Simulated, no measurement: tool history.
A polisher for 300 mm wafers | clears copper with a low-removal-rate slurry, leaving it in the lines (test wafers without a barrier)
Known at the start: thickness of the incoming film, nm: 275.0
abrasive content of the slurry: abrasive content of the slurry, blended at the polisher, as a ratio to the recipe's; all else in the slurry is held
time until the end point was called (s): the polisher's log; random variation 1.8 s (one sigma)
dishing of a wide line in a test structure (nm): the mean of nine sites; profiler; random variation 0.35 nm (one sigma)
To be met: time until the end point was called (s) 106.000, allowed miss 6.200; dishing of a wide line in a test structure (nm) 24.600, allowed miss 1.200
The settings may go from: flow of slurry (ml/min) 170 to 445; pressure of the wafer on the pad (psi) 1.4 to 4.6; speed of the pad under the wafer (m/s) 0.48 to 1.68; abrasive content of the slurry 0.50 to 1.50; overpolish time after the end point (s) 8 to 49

run  hour  flow of slurry (ml/min)  pressure of the wafer on the pad (psi)  speed of the pad under the wafer (m/s)  abrasive content of the slurry  overpolish time after the end point (s)  time until the end point was called (s)  dishing of a wide line in a test structure (nm)
  1   0.0                      285                                     3.0                                    1.08                            1.00                                       25                                   83.584                                           47.136
  2   6.4                      285                                     2.4                                    1.08                            1.00                                       25                                  105.090                                           39.681
  3  14.9                      285                                     2.4                                    0.96                            1.00                                       25                                  116.760                                           36.855
  4  16.2                      285                                     2.4                                    0.96                            1.00                                       22                                  120.090                                           33.127
  5  24.1                      285                                     2.5                                    0.96                            1.00                                       19                                  108.840                                           29.619
  6  27.4                      285                                     2.5                                    1.20                            1.00                                       19                                   89.861                                           35.797
  7  29.9                      285                                     2.4                                    1.20                            1.00                                       18                                   94.974                                           33.019
  8  31.5                      285                                     2.3                                    1.20                            1.00                                       17                                   97.072                                           31.417
  9  40.3                      285                                     2.3                                    1.20                            1.00                                       16                                   99.689                                           27.928

4 next moves are on the table. One of them brings every result within its allowed miss. Which?
  A  49.1                      295                                     2.2                                    1.22                            1.00                                       21                                        ?                                                ?
  B  49.1                      265                                     2.7                                    1.16                            0.95                                       14                                        ?                                                ?
  C  49.1                      280                                     2.2                                    1.34                            0.85                                       20                                        ?                                                ?
  D  49.1                      275                                     2.0                                    1.28                            0.95                                       15                                        ?                                                ?

move  time until the end point was called (s)  dishing of a wide line in a test structure (nm)
   A                                   99.807                                           35.882
   B                                   87.828                                           28.630
   C                                   95.365                                           35.784
   D                                  106.400                                           25.313
A: further off than the last run
B: further off than the last run
C: further off than the last run
D: meets every target
Answer: D
